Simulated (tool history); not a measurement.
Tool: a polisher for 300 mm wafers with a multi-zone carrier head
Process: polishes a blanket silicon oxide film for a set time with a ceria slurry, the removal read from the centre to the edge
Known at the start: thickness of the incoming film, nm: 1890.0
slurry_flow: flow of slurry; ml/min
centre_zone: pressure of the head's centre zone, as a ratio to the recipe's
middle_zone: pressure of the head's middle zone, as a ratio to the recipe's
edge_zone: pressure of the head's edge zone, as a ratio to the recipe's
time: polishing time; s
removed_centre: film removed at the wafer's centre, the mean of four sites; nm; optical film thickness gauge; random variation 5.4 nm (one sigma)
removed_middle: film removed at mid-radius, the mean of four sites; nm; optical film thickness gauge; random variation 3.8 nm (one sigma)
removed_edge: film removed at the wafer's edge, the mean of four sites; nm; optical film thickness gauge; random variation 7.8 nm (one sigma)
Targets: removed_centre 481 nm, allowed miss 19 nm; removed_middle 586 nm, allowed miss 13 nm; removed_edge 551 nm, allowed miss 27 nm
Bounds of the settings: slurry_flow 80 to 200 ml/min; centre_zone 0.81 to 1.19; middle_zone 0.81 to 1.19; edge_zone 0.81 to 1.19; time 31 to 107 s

| run | hour | slurry_flow | centre_zone | middle_zone | edge_zone | time | removed_centre | removed_middle | removed_edge |
|---|---|---|---|---|---|---|---|---|---|
| 1 | 0 | 130 | 1 | 1 | 1 | 69 | 404.83 | 457.46 | 465.34 |
| 2 | 6.1 | 145 | 1.01 | 1.04 | 1.04 | 70 | 438.76 | 479.29 | 488.51 |
| 3 | 14.1 | 145 | 1.01 | 0.98 | 1.04 | 70 | 434.36 | 459.79 | 484.89 |
| 4 | 18.8 | 155 | 0.99 | 1.04 | 1.05 | 71 | 434.92 | 491.99 | 489.64 |
| 5 | 21.4 | 155 | 0.99 | 1.04 | 0.98 | 71 | 426.83 | 493.7 | 477.02 |
| 6 | 22.6 | 155 | 0.99 | 1.08 | 1.01 | 73 | 446.77 | 520.72 | 499.82 |
| 7 | 29.1 | 160 | 0.98 | 1.11 | 1.04 | 74 | 455.66 | 540.14 | 516.52 |
| 8 | 32.3 | 165 | 0.98 | 1.13 | 1.06 | 75 | 463.5 | 564.48 | 539.64 |
| 9 | 38.3 | 170 | 0.98 | 1.14 | 1.06 | 75 | 459.06 | 564.89 | 533.45 |
| 10 | 39 | 175 | 0.99 | 1.15 | 1.07 | 75 | 469.96 | 570.72 | 539.83 |

Which of these 5 next moves meets every target?
| A | 39.7 | 155 | 0.98 | 1.13 | 1.14 | 74 | ? | ? | ? |
| B | 39.7 | 180 | 0.95 | 1.08 | 0.98 | 80 | ? | ? | ? |
| C | 39.7 | 165 | 0.94 | 1.07 | 1.13 | 78 | ? | ? | ? |
| D | 39.7 | 175 | 0.99 | 1.11 | 1.13 | 74 | ? | ? | ? |
| E | 39.7 | 180 | 0.92 | 1.14 | 1.11 | 75 | ? | ? | ? |

| move | removed_centre | removed_middle | removed_edge |
|---|---|---|---|
| A | 440.77 | 552.73 | 533.44 |
| B | 473.07 | 590.58 | 545.28 |
| C | 449.91 | 564.62 | 564.02 |
| D | 454.37 | 555.19 | 538.16 |
| E | 429.42 | 576.65 | 542.03 |
A: further off than the last run
B: meets every target
C: further off than the last run
D: further off than the last run
E: brings the result that was furthest off to its target, and leaves another outside
The right move is B.
